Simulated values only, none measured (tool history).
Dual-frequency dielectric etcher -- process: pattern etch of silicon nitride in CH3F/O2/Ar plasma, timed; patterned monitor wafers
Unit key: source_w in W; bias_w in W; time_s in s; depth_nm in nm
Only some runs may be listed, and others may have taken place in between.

Run 1, day 0.000: source_w 540 W, bias_w 98 W, time_s 39.5 s. Result: depth_nm 37.801 nm.
Run 2, day 0.350: source_w 520 W, bias_w 97 W, time_s 39.5 s. Result: depth_nm 36.969 nm.
Run 3, day 0.604: source_w 600 W, bias_w 97 W, time_s 39.5 s. Result: depth_nm 38.813 nm.
Run 4, day 0.850: source_w 570 W, bias_w 96 W, time_s 39.5 s. Result: depth_nm 38.172 nm.
Run 5, day 0.900: source_w 540 W, bias_w 96 W, time_s 39.5 s. Result: depth_nm 37.617 nm.
Run 6, day 1.188: source_w 520 W, bias_w 94 W, time_s 39.5 s. Result: depth_nm 36.523 nm.

What does the tool deliver on the next run?
Run 7, day 1.217: source_w 500 W, bias_w 94 W, time_s 39.5 s. Result: depth_nm ?.

depth_nm: 36.123 nm
